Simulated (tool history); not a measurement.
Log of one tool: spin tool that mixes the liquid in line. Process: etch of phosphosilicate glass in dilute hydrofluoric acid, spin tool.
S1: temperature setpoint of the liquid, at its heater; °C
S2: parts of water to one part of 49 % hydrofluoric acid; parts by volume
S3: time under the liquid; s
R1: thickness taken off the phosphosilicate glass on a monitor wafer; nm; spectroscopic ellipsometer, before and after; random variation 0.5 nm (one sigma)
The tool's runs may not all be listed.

run,day,S1,S2,S3,R1
1,0.000,23.0,95,50,65.882
2,0.246,23.0,65,50,99.490
3,0.521,23.0,65,50,98.719
4,0.729,23.0,80,50,79.637
5,1.033,21.5,80,50,74.741
6,1.246,25.0,80,50,86.348
7,1.488,23.0,85,50,74.712

Forecast run 8:
8,1.642,21.5,85,50,?

{"run 8": {"R1": 70.36}}
